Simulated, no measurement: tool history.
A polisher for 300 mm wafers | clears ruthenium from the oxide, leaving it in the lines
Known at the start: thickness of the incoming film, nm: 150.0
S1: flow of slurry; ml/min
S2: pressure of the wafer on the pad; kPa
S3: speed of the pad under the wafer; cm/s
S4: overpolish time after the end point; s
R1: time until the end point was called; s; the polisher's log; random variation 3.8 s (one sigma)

{"run": 1, "hour": 0.0, "S1": 150, "S2": 14.5, "S3": 88, "S4": 4, "R1": 149.66}
{"run": 2, "hour": 2.3, "S1": 150, "S2": 14.5, "S3": 108, "S4": 4, "R1": 125.05}
{"run": 3, "hour": 6.7, "S1": 145, "S2": 12.4, "S3": 102, "S4": 4, "R1": 154.86}
{"run": 4, "hour": 9.3, "S1": 145, "S2": 11, "S3": 98, "S4": 4, "R1": 177.39}
{"run": 5, "hour": 16.0, "S1": 145, "S2": 9.7, "S3": 96, "S4": 4, "R1": 208.25}
{"run": 6, "hour": 24.0, "S1": 145, "S2": 9.7, "S3": 112, "S4": 4, "R1": 184.72}

Forecast run 7:
{"run": 7, "hour": 27.0, "S1": 145, "S2": 9, "S3": 108, "S4": 4, "R1": "?"}

Run 7 gave R1 202.99 s.
